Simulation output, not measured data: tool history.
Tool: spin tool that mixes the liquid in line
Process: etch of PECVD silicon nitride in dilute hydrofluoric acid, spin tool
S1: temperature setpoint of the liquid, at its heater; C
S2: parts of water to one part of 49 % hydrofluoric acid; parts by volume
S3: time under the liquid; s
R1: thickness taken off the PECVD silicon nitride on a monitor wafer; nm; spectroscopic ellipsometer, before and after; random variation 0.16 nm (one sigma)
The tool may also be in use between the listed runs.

run  hour    S1   S2   S3       R1
  1   0.0  21.0  170  325   8.7911
  2   1.4  18.0  170  325   7.2604
  3   4.4  18.0  115  325  10.5030
  4  10.7  18.0  175  325   7.0855
  5  18.0  21.0  165  325   8.8743
  6  22.7  19.5  165  325   8.2102
  7  27.4  22.0  155  325  10.4000
  8  29.9  24.0  150  325  11.8240
  9  38.3  25.5  145  325  13.8410

Forecast run 10:
 10  39.3  26.5  145  325   ?

{"run 10": {"R1": 14.617}}
